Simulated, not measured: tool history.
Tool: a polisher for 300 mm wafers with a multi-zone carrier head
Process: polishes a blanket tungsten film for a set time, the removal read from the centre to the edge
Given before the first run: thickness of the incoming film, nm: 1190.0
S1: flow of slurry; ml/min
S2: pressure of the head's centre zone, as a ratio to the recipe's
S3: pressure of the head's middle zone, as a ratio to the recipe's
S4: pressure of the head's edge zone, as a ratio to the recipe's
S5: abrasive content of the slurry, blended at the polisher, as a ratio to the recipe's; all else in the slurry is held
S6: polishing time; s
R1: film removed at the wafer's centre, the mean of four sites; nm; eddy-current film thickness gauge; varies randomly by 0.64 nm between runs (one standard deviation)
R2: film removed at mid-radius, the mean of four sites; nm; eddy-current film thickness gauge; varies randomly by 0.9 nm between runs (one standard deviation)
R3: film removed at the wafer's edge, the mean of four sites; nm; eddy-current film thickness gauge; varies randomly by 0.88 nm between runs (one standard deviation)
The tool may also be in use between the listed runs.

Run 1, hour 0: S1 315 ml/min, S2 1, S3 1, S4 1, S5 1, S6 37 s. Result: R1 131.9 nm, R2 131.8 nm, R3 135.12 nm.
Run 2, hour 8.6: S1 315 ml/min, S2 1, S3 1, S4 1, S5 1.2, S6 37 s. Result: R1 140.88 nm, R2 138.33 nm, R3 142.33 nm.
Run 3, hour 10.6: S1 320 ml/min, S2 1.02, S3 0.99, S4 0.97, S5 1.05, S6 33 s. Result: R1 120.81 nm, R2 119.26 nm, R3 117.54 nm.
Run 4, hour 15.1: S1 320 ml/min, S2 1.02, S3 0.96, S4 0.97, S5 1.05, S6 33 s. Result: R1 121.06 nm, R2 116.63 nm, R3 117.33 nm.
Run 5, hour 19.2: S1 315 ml/min, S2 1.03, S3 0.92, S4 0.95, S5 0.9, S6 31 s. Result: R1 110.26 nm, R2 101.28 nm, R3 106.86 nm.
Run 6, hour 20.5: S1 265 ml/min, S2 1.03, S3 0.92, S4 0.95, S5 0.9, S6 31 s. Result: R1 109.04 nm, R2 97.696 nm, R3 106.52 nm.
Run 7, hour 25.3: S1 285 ml/min, S2 1.04, S3 0.91, S4 0.92, S5 0.8, S6 29 s. Result: R1 100.57 nm, R2 90.062 nm, R3 94.101 nm.
Run 8, hour 26.3: S1 290 ml/min, S2 1.04, S3 0.9, S4 0.9, S5 0.7, S6 28 s. Result: R1 94.304 nm, R2 82.183 nm, R3 84.856 nm.
Run 9, hour 31.9: S1 290 ml/min, S2 1.03, S3 0.89, S4 0.88, S5 0.65, S6 28 s. Result: R1 91.996 nm, R2 80.323 nm, R3 86.816 nm.
Run 10, hour 38: S1 295 ml/min, S2 1.04, S3 0.9, S4 0.87, S5 0.6, S6 27 s. Result: R1 87.684 nm, R2 75.291 nm, R3 80.151 nm.
Run 11, hour 45.3: S1 300 ml/min, S2 1.04, S3 0.92, S4 0.86, S5 0.55, S6 27 s. Result: R1 86.49 nm, R2 76.878 nm, R3 79.459 nm.

What does the tool deliver on the next run?
Run 12, hour 48.3: S1 300 ml/min, S2 1.04, S3 0.93, S4 0.85, S5 0.55, S6 27 s. Result: R1 ?, R2 ?, R3 ?.

{"run 12": {"R1": 86.435, "R2": 77.605, "R3": 78.039}}
